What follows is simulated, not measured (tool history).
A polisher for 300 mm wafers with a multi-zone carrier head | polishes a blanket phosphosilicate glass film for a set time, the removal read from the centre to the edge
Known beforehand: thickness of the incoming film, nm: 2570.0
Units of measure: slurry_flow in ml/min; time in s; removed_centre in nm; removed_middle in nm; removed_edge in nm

run  hour  slurry_flow  centre_zone  middle_zone  edge_zone  slurry_solids  time  removed_centre  removed_middle  removed_edge
  1     0          155            1            1          1              1    79          452.58          452.88        466.95
  2   7.4          165         1.01         1.01       1.03           1.05    79          472.93          461.69        482.22
  3  11.2          170         1.01         1.02       1.05            1.1    79          481.51          465.36        496.15
  4  19.6          175         1.01         1.04       1.06           1.15    79          486.14          501.93        508.46
  5  22.7          190         1.01         1.04       1.06           1.15    79           501.3          492.16        518.69
  6    28          190         0.98         1.04       1.06           1.15    79          480.81          505.56        513.07
  7  30.2          195         0.99         1.05       1.07            1.2    79          501.71           508.4        518.76

Run 8 is up next; what results do you expect?
  8  39.2          215         0.96          1.1       1.15           1.45    81               ?               ?             ?

{"run 8": {"removed_centre": 523.85, "removed_middle": 567.7, "removed_edge": 592.5}}
